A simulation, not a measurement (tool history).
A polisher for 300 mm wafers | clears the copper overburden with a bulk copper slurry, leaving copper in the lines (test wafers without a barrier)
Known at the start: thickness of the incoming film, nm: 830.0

run,hour,flow of slurry (ml/min),pressure of the wafer on the pad (kPa),speed of the pad under the wafer (cm/s),abrasive content of the slurry,overpolish time after the end point (s),time until the end point was called (s),dishing of a wide line in a test structure (Å)
1,0,320,16.5,112,1,27,107.64,814.24
2,4.8,320,15.2,106,1,28,126.47,725.18
3,10.6,320,15.2,106,1.1,28,124.86,761
4,13.8,285,15.2,106,1.1,28,122.67,747.58
5,20.9,285,15.2,132,1.1,28,98.149,834.14
6,27.1,225,15.2,132,1.1,28,102.72,816.03
# hour 35.7: slurry blender recalibrated
7,35.7,195,11,100,1.05,34,176.67,654.25
8,36.5,195,10.3,98,1.05,34,189.4,627.04
9,40.1,190,7.6,76,1.05,36,332.62,434.43

Run 10 comes next. What will it give?
10,42.6,195,9,76,1.05,37,?,?

time until the end point was called (s): 277.95
dishing of a wide line in a test structure (Å): 507.73
